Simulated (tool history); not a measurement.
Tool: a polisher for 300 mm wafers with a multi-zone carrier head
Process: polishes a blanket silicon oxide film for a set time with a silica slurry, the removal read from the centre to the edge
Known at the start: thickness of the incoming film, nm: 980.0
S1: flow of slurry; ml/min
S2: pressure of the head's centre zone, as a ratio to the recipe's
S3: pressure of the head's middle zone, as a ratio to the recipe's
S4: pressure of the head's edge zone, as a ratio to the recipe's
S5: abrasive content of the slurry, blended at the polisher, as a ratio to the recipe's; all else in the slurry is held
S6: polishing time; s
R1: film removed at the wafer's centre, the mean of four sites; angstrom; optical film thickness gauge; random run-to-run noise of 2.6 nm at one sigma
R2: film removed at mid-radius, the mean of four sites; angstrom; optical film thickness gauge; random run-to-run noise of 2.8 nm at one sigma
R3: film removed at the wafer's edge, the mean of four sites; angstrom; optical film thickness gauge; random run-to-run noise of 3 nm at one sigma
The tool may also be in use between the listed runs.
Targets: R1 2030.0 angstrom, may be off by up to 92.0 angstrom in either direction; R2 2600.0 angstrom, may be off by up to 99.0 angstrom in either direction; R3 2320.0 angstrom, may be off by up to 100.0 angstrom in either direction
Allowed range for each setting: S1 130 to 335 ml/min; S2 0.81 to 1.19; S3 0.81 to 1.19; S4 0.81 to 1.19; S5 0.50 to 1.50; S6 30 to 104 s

Run 1, hour 0.0: S1 215 ml/min, S2 1.00, S3 1.00, S4 1.00, S5 1.00, S6 67 s. Result: R1 1940.3 angstrom, R2 1942.3 angstrom, R3 1984.9 angstrom.
Run 2, hour 4.4: S1 225 ml/min, S2 0.98, S3 1.05, S4 1.02, S5 1.05, S6 67 s. Result: R1 1978.1 angstrom, R2 2097.1 angstrom, R3 2020.3 angstrom.
Run 3, hour 4.9: S1 225 ml/min, S2 0.98, S3 1.05, S4 1.02, S5 1.05, S6 60 s. Result: R1 1744.7 angstrom, R2 1833.2 angstrom, R3 1844.2 angstrom.
Run 4, hour 13.1: S1 225 ml/min, S2 0.98, S3 1.05, S4 1.02, S5 1.25, S6 60 s. Result: R1 1896.9 angstrom, R2 2013.9 angstrom, R3 2013.5 angstrom.
Run 5, hour 17.5: S1 225 ml/min, S2 0.98, S3 0.98, S4 1.02, S5 1.25, S6 60 s. Result: R1 1908.5 angstrom, R2 1891.9 angstrom, R3 1965.9 angstrom.
Run 6, hour 25.9: S1 225 ml/min, S2 0.98, S3 0.98, S4 0.97, S5 1.25, S6 60 s. Result: R1 1884.3 angstrom, R2 1911.2 angstrom, R3 1929.1 angstrom.
At hour 32.5: worn pad replaced by a new one.
Run 7, hour 32.5: S1 225 ml/min, S2 0.98, S3 0.98, S4 0.97, S5 1.25, S6 60 s. Result: R1 2068.7 angstrom, R2 2073.9 angstrom, R3 2143.8 angstrom.
Run 8, hour 41.5: S1 260 ml/min, S2 0.89, S3 1.08, S4 1.02, S5 1.35, S6 60 s. Result: R1 1972.0 angstrom, R2 2360.8 angstrom, R3 2285.1 angstrom.

Next run, 5 choices. One meets every target within its allowed miss, the rest don't. Which?
Run A, hour 50.5: S1 265 ml/min, S2 0.92, S3 1.08, S4 1.19, S5 1.40, S6 57 s. Result: R1 ?, R2 ?, R3 ?.
Run B, hour 50.5: S1 280 ml/min, S2 0.99, S3 1.00, S4 0.91, S5 1.25, S6 61 s. Result: R1 ?, R2 ?, R3 ?.
Run C, hour 50.5: S1 275 ml/min, S2 0.90, S3 1.11, S4 1.05, S5 1.15, S6 61 s. Result: R1 ?, R2 ?, R3 ?.
Run D, hour 50.5: S1 255 ml/min, S2 0.81, S3 1.09, S4 0.84, S5 1.40, S6 65 s. Result: R1 ?, R2 ?, R3 ?.
Run E, hour 50.5: S1 250 ml/min, S2 0.81, S3 0.93, S4 1.19, S5 1.35, S6 58 s. Result: R1 ?, R2 ?, R3 ?.

move      R1      R2      R3
   A  1941.6  2244.3  2339.7
   B  2111.0  2172.4  2139.9
   C  1885.7  2263.7  2180.8
   D  2000.4  2568.3  2296.1
   E  1752.3  1994.5  2337.9
A: misses by more than the last run did
B: misses by more than the last run did
C: misses by more than the last run did
D: in spec on every target
E: misses by more than the last run did
Correct choice: D, which meets every target

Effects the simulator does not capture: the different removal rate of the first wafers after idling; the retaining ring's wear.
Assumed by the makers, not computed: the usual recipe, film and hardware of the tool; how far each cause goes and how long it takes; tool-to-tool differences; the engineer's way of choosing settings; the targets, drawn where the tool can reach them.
